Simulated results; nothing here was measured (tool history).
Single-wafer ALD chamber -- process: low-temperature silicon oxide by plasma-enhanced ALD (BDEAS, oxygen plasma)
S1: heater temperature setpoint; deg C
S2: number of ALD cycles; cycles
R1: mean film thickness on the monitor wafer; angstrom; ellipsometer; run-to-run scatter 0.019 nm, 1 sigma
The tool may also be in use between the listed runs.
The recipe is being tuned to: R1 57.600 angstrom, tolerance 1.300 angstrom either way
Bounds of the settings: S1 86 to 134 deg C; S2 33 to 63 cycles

{"run": 1, "hour": 0.0, "S1": 110, "S2": 48, "R1": 68.167}
{"run": 2, "hour": 2.1, "S1": 111, "S2": 46, "R1": 64.899}
{"run": 3, "hour": 10.4, "S1": 111, "S2": 42, "R1": 59.305}
{"run": 4, "hour": 15.3, "S1": 111, "S2": 39, "R1": 55.179}
{"run": 5, "hour": 20.6, "S1": 111, "S2": 42, "R1": 59.078}
{"run": 6, "hour": 22.2, "S1": 111, "S2": 45, "R1": 63.072}
{"run": 7, "hour": 28.5, "S1": 112, "S2": 44, "R1": 61.673}
{"run": 8, "hour": 30.1, "S1": 113, "S2": 44, "R1": 61.787}
{"run": 9, "hour": 37.6, "S1": 113, "S2": 43, "R1": 60.621}
{"run": 10, "hour": 40.5, "S1": 113, "S2": 42, "R1": 59.143}

Which of these 5 next moves meets every target?
{"run": "A", "hour": 43.4, "S1": 114, "S2": 44, "R1": "?"}
{"run": "B", "hour": 43.4, "S1": 111, "S2": 43, "R1": "?"}
{"run": "C", "hour": 43.4, "S1": 122, "S2": 42, "R1": "?"}
{"run": "D", "hour": 43.4, "S1": 114, "S2": 43, "R1": "?"}
{"run": "E", "hour": 43.4, "S1": 117, "S2": 44, "R1": "?"}

move=A R1=61.804
move=B R1=60.739
move=C R1=58.111
move=D R1=60.400
move=E R1=61.457
A: its largest miss is bigger than the last run's
B: its largest miss is bigger than the last run's
C: every result lands within tolerance
D: its largest miss is bigger than the last run's
E: its largest miss is bigger than the last run's
The right move is C.
